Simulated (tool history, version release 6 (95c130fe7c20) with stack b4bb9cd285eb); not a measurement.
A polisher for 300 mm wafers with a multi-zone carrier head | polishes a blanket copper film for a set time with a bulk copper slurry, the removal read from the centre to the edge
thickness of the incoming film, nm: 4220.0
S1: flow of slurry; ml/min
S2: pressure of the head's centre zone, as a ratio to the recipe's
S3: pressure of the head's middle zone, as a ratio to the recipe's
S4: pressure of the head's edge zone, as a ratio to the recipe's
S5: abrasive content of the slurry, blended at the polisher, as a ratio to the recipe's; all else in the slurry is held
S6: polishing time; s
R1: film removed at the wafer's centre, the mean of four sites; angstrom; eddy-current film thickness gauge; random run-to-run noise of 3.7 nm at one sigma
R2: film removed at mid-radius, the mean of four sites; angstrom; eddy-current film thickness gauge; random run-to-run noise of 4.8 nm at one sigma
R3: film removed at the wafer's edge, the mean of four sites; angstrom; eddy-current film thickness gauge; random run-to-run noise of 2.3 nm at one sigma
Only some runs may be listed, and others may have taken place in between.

run  hour   S1    S2    S3    S4   S5  S6      R1      R2      R3
  1   0.0  175  1.00  1.00  1.00  1.0  80  6335.3  6071.4  6474.4
  2   7.2  175  1.04  1.00  1.00  1.0  80  6547.1  6396.6  6536.6
  3  13.8  170  1.03  0.99  0.97  0.9  72  5704.0  5529.1  5598.6
  4  22.5  165  1.02  0.97  0.94  0.8  66  4965.0  4867.2  4888.5
  5  26.0  165  1.02  1.02  0.94  0.8  66  5082.3  4916.9  4836.2
  6  29.8  165  1.02  1.02  0.94  0.6  66  4771.9  4644.2  4626.3
  7  31.8  160  1.02  0.99  0.92  0.6  62  4399.5  4292.2  4259.9
  8  35.5  155  1.02  0.96  0.90  0.6  60  4168.2  4085.8  4072.3

Run 9 is up next; what results do you expect?
  9  39.3  150  1.03  0.94  0.89  0.6  58   ?   ?   ?

{"run 9": {"R1": 4082.5, "R2": 3901.4, "R3": 3893.2}}

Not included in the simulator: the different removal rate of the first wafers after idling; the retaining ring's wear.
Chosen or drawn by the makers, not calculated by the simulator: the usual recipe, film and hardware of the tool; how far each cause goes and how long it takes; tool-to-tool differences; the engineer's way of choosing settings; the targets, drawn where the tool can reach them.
